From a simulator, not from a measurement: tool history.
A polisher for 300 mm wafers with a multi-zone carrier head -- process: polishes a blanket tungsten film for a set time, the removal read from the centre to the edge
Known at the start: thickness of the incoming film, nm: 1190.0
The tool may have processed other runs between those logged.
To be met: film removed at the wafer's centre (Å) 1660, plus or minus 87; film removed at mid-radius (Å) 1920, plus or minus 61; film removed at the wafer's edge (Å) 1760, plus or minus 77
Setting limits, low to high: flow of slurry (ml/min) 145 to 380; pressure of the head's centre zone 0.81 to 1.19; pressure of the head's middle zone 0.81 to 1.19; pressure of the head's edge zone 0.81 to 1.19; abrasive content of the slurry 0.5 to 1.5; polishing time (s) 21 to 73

run,hour,flow of slurry (ml/min),pressure of the head's centre zone,pressure of the head's middle zone,pressure of the head's edge zone,abrasive content of the slurry,polishing time (s),film removed at the wafer's centre (Å),film removed at mid-radius (Å),film removed at the wafer's edge (Å)
1,0,245,1,1,1,1,47,3824.5,3620.7,3703.6
2,8,245,1.04,1,1,1,47,3830.4,3613,3607.5
3,8.8,220,0.98,1.02,0.95,0.85,40,3042.7,2984.7,2875.9
4,14.6,210,0.94,1.04,0.95,0.75,35,2500.8,2555.6,2488.1
5,15.8,205,0.91,1.05,0.93,0.7,32,2260.7,2290,2198.4
6,20.6,205,0.91,1.05,0.93,0.85,32,2381.3,2389.6,2276.6
7,28.7,200,0.88,1.07,0.93,0.75,30,2107,2229.2,2091.3
8,33.9,195,0.86,1.08,0.93,0.7,29,1903,2137.1,1968.6
9,37.8,190,0.85,1.08,0.92,0.65,29,1914.3,2095.9,1936.6
10,42.8,185,0.84,1.08,0.92,0.6,29,1847.2,2044.4,1916.5
11,43.4,180,0.83,1.09,0.92,0.55,29,1814.5,2042.4,1832.7

Pick the move, out of 5, that brings all results within their allowed miss; only one does.
A,44,145,1,1.18,0.81,0.5,31,?,?,?
B,44,220,0.87,1.11,0.99,0.9,26,?,?,?
C,44,175,0.81,1.07,0.96,0.5,31,?,?,?
D,44,250,0.81,1.12,0.95,0.55,26,?,?,?
E,44,145,0.91,1,0.84,0.5,31,?,?,?

move,film removed at the wafer's centre (Å),film removed at mid-radius (Å),film removed at the wafer's edge (Å)
A,2077.9,2190.9,1773.7
B,1936,2087.6,1915.1
C,1912.2,2090.3,1961.4
D,1718.9,1936.8,1722.8
E,1967.2,1923.1,1806.3
A: further off than the last run
B: further off than the last run
C: further off than the last run
D: every result lands within tolerance
E: the worst result of the last run now meets its target, but another is out of spec
So the answer is move D, the one that meets all the targets.
